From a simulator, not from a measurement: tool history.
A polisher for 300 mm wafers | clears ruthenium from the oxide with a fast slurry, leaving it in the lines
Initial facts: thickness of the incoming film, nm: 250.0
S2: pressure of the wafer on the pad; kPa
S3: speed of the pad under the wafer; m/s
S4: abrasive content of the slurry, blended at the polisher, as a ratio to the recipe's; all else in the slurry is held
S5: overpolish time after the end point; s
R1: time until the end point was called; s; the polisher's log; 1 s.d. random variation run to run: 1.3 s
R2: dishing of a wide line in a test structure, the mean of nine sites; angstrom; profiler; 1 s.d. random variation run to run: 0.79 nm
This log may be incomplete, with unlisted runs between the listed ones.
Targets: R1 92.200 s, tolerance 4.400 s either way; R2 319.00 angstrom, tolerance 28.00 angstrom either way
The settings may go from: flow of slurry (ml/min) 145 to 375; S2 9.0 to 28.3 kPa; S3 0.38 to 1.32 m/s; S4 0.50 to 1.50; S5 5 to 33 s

Run 1, hour 0.0: flow of slurry (ml/min) 240, S2 18.6 kPa, S3 0.84 m/s, S4 1.00, S5 17 s. Result: R1 71.062 s, R2 453.59 angstrom.
Run 2, hour 8.8: flow of slurry (ml/min) 240, S2 18.6 kPa, S3 0.84 m/s, S4 0.85, S5 17 s. Result: R1 74.193 s, R2 428.22 angstrom.
Run 3, hour 9.4: flow of slurry (ml/min) 240, S2 18.6 kPa, S3 0.84 m/s, S4 0.85, S5 19 s. Result: R1 76.716 s, R2 472.18 angstrom.
Run 4, hour 12.4: flow of slurry (ml/min) 240, S2 18.6 kPa, S3 0.76 m/s, S4 0.85, S5 19 s. Result: R1 86.008 s, R2 426.87 angstrom.
Run 5, hour 14.5: flow of slurry (ml/min) 240, S2 22.8 kPa, S3 0.76 m/s, S4 0.85, S5 19 s. Result: R1 68.676 s, R2 504.42 angstrom.
Run 6, hour 22.9: flow of slurry (ml/min) 240, S2 26.2 kPa, S3 0.76 m/s, S4 0.85, S5 19 s. Result: R1 59.579 s, R2 594.45 angstrom.
Run 7, hour 27.1: flow of slurry (ml/min) 240, S2 24.8 kPa, S3 0.76 m/s, S4 0.85, S5 18 s. Result: R1 63.610 s, R2 526.48 angstrom.
Run 8, hour 33.0: flow of slurry (ml/min) 240, S2 23.4 kPa, S3 0.76 m/s, S4 0.85, S5 18 s. Result: R1 67.431 s, R2 506.18 angstrom.
Run 9, hour 34.2: flow of slurry (ml/min) 240, S2 22.8 kPa, S3 0.76 m/s, S4 0.85, S5 17 s. Result: R1 67.001 s, R2 491.64 angstrom.
At hour 34.7: slurry nozzle cleaned.
Run 10, hour 34.7: flow of slurry (ml/min) 240, S2 21.4 kPa, S3 0.76 m/s, S4 0.85, S5 16 s. Result: R1 71.645 s, R2 412.81 angstrom.
Run 11, hour 40.0: flow of slurry (ml/min) 240, S2 20.7 kPa, S3 0.76 m/s, S4 0.85, S5 16 s. Result: R1 72.884 s, R2 417.80 angstrom.
Run 12, hour 47.9: flow of slurry (ml/min) 240, S2 15.9 kPa, S3 0.74 m/s, S4 0.85, S5 14 s. Result: R1 96.005 s, R2 279.47 angstrom.

Consider the 4 candidate settings below. Which is the only one whose results all fall within their allowed miss of target?
Run A, hour 55.8: flow of slurry (ml/min) 285, S2 20.0 kPa, S3 0.68 m/s, S4 0.50, S5 17 s. Result: R1 ?, R2 ?.
Run B, hour 55.8: flow of slurry (ml/min) 310, S2 13.8 kPa, S3 0.84 m/s, S4 1.05, S5 10 s. Result: R1 ?, R2 ?.
Run C, hour 55.8: flow of slurry (ml/min) 255, S2 13.8 kPa, S3 0.86 m/s, S4 0.90, S5 15 s. Result: R1 ?, R2 ?.
Run D, hour 55.8: flow of slurry (ml/min) 265, S2 15.9 kPa, S3 0.68 m/s, S4 0.75, S5 12 s. Result: R1 ?, R2 ?.

move       R1      R2
   A  103.780  325.82
   B   89.208  227.83
   C   94.314  316.96
   D  110.730  220.59
A: corrects the largest miss of the last run, while another result sits out of spec
B: its largest miss is bigger than the last run's
C: hits every target within its allowed miss
D: its largest miss is bigger than the last run's
Move C is the one to make.
